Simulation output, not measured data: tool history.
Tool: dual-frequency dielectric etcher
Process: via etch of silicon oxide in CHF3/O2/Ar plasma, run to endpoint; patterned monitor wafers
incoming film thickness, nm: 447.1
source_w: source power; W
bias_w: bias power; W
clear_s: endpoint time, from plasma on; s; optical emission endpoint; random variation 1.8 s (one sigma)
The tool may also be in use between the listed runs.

Run 1, hour 0.0: source_w 580 W, bias_w 130 W. Result: clear_s 248.18 s.
Run 2, hour 5.6: source_w 550 W, bias_w 124 W. Result: clear_s 254.75 s.
Run 3, hour 8.0: source_w 530 W, bias_w 119 W. Result: clear_s 265.36 s.
Run 4, hour 10.8: source_w 530 W, bias_w 140 W. Result: clear_s 248.79 s.
Run 5, hour 18.5: source_w 530 W, bias_w 149 W. Result: clear_s 241.77 s.
Run 6, hour 23.1: source_w 510 W, bias_w 142 W. Result: clear_s 250.85 s.
Run 7, hour 26.6: source_w 490 W, bias_w 136 W. Result: clear_s 258.36 s.
Run 8, hour 34.3: source_w 480 W, bias_w 130 W. Result: clear_s 266.14 s.
Run 9, hour 41.3: source_w 470 W, bias_w 126 W. Result: clear_s 274.06 s.

Run 10 comes next. What will it give?
Run 10, hour 42.5: source_w 460 W, bias_w 124 W. Result: clear_s ?.

clear_s: 273.73 s
